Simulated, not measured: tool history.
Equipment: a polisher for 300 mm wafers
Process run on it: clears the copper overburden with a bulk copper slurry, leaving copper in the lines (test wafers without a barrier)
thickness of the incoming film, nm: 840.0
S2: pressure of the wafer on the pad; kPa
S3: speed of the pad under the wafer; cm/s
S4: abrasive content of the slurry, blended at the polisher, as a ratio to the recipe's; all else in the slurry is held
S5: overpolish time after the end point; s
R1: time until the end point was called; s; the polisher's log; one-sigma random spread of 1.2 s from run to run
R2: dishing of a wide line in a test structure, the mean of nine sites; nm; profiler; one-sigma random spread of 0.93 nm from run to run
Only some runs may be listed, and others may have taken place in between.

run 1 hour=0 | flow_of_slurry_(ml/min)=290 S2=12.4 S3=140 S4=1 S5=17 | R1=120.36 R2=59.463
run 2 hour=1.2 | flow_of_slurry_(ml/min)=290 S2=13.1 S3=140 S4=1 S5=17 | R1=114.09 R2=60.903
run 3 hour=8 | flow_of_slurry_(ml/min)=290 S2=15.2 S3=140 S4=1 S5=17 | R1=101.23 R2=68.615
run 4 hour=11.6 | flow_of_slurry_(ml/min)=290 S2=15.2 S3=140 S4=1 S5=21 | R1=101.4 R2=79.21
run 5 hour=19.6 | flow_of_slurry_(ml/min)=290 S2=15.2 S3=140 S4=1 S5=27 | R1=102.74 R2=90.515
run 6 hour=25.4 | flow_of_slurry_(ml/min)=290 S2=15.2 S3=174 S4=1 S5=27 | R1=88.115 R2=95.671

What does the tool deliver on the next run?
run 7 hour=34.4 | flow_of_slurry_(ml/min)=290 S2=15.2 S3=174 S4=1 S5=27 | R1=? R2=?

R1: 88.329 s
R2: 96.4 nm

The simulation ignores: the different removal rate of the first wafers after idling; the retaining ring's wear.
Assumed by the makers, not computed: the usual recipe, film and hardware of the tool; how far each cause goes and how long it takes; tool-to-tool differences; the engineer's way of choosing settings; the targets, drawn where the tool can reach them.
